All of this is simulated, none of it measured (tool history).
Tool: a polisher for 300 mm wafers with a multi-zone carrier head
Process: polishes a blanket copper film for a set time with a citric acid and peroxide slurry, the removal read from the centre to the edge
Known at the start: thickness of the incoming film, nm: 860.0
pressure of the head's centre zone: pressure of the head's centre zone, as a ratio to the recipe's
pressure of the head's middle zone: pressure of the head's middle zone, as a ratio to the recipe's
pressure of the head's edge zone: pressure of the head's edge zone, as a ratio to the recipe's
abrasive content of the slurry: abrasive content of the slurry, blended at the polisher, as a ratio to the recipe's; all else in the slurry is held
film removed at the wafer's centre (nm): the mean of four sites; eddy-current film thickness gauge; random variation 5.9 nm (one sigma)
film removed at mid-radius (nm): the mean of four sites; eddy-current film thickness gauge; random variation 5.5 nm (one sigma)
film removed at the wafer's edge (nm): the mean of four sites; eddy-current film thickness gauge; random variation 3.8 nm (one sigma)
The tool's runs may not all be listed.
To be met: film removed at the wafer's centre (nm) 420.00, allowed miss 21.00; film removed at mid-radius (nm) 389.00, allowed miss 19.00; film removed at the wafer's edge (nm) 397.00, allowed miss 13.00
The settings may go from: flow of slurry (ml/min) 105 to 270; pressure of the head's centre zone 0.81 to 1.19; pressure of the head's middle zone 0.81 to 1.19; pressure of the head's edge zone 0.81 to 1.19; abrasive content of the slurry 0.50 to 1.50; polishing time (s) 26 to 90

run,day,flow of slurry (ml/min),pressure of the head's centre zone,pressure of the head's middle zone,pressure of the head's edge zone,abrasive content of the slurry,polishing time (s),film removed at the wafer's centre (nm),film removed at mid-radius (nm),film removed at the wafer's edge (nm)
1,0.000,175,1.00,1.00,1.00,1.00,58,259.28,265.27,261.85
2,0.292,180,1.02,1.00,1.02,1.10,60,279.45,284.27,277.41
3,0.421,180,1.02,1.00,1.07,1.10,60,281.68,283.76,286.45
4,0.667,180,1.02,0.96,1.07,1.10,60,283.27,273.55,287.87
5,1.025,215,1.02,0.96,1.07,1.10,60,297.61,274.57,296.35
6,1.271,215,1.02,0.96,1.07,1.10,52,253.66,239.20,256.92
7,1.342,220,1.03,0.97,1.08,1.15,55,278.38,259.30,270.85
8,1.625,220,1.03,0.97,1.09,1.20,58,301.74,279.12,295.77
9,1.971,225,1.03,0.98,1.10,1.25,60,314.04,292.61,307.89
10,2.083,230,1.07,1.02,1.12,1.50,76,433.48,394.39,414.01
11,2.217,230,1.07,1.02,1.11,1.50,76,432.32,412.17,404.57
12,2.429,230,1.07,1.01,1.11,1.50,76,422.32,402.70,405.54

Which of these 5 next moves meets every target?
A,2.642,175,1.00,1.05,1.11,1.50,81,?,?,?
B,2.642,255,1.19,0.95,1.19,1.25,72,?,?,?
C,2.642,200,1.07,0.97,1.04,1.50,77,?,?,?
D,2.642,245,1.06,0.92,1.19,1.45,74,?,?,?
E,2.642,220,1.12,1.02,1.14,1.50,78,?,?,?

move,film removed at the wafer's centre (nm),film removed at mid-radius (nm),film removed at the wafer's edge (nm)
A,406.43,433.12,429.08
B,430.19,355.35,392.42
C,421.84,393.66,401.79
D,410.63,368.78,418.71
E,453.25,421.74,430.44
A: further off than the last run
B: takes the result that was furthest off past its target
C: meets every target
D: takes the result that was furthest off past its target
E: further off than the last run
Move C is the one to make.

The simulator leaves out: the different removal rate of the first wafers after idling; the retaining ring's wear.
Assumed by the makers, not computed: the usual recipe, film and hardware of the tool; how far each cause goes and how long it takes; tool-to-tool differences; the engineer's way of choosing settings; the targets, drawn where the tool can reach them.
